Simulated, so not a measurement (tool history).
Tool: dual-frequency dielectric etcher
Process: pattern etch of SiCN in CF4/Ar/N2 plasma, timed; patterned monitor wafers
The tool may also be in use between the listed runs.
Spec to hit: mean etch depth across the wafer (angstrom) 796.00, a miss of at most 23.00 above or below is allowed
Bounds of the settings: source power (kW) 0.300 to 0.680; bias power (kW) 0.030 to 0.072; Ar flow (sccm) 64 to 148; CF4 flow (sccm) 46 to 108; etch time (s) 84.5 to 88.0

run,hour,source power (kW),bias power (kW),Ar flow (sccm),CF4 flow (sccm),etch time (s),mean etch depth across the wafer (angstrom)
1,0.0,0.490,0.051,106,77,84.5,632.50
2,6.2,0.410,0.051,106,77,84.5,561.43
3,14.7,0.460,0.052,105,77,84.5,609.93
4,17.3,0.460,0.061,105,77,84.5,638.90
5,20.5,0.490,0.062,104,77,84.5,666.69
6,22.1,0.440,0.062,104,77,84.5,621.36
7,29.6,0.480,0.063,103,77,84.5,659.09
8,30.5,0.580,0.066,100,78,84.5,766.76

Consider the 4 candidate settings below. Which is the only one whose results all fall within their allowed miss of target?
A,31.4,0.520,0.071,117,77,85.5,?
B,31.4,0.530,0.063,88,77,87.0,?
C,31.4,0.530,0.069,97,74,86.0,?
D,31.4,0.640,0.061,113,73,86.0,?

move,mean etch depth across the wafer (angstrom)
A,716.48
B,735.30
C,733.42
D,783.89
A: misses by more than the last run did
B: misses by more than the last run did
C: misses by more than the last run did
D: every result within its allowed miss
D meets every target.
